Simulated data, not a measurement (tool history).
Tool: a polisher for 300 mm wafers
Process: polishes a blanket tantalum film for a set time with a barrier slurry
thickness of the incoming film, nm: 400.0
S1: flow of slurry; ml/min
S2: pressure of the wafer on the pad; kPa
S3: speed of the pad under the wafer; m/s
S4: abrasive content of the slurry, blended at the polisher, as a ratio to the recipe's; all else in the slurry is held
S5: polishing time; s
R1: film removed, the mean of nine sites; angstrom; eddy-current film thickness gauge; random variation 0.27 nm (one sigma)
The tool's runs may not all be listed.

run,hour,S1,S2,S3,S4,S5,R1
1,0,245,8.3,0.92,1,33,348.46
2,3.6,280,8.3,0.92,1,33,347.07
3,6.1,280,8.3,0.92,1.2,33,371.29
4,12.8,280,8.3,0.92,1.3,33,377.77
5,13.5,280,7.6,0.92,1.3,33,338.09
6,14.4,280,7.6,1.04,1.3,33,376.55

The next listed run, before its measurement:
7,18,280,6.9,1.04,1.3,33,?

Run 7 gave R1 344.97 angstrom.

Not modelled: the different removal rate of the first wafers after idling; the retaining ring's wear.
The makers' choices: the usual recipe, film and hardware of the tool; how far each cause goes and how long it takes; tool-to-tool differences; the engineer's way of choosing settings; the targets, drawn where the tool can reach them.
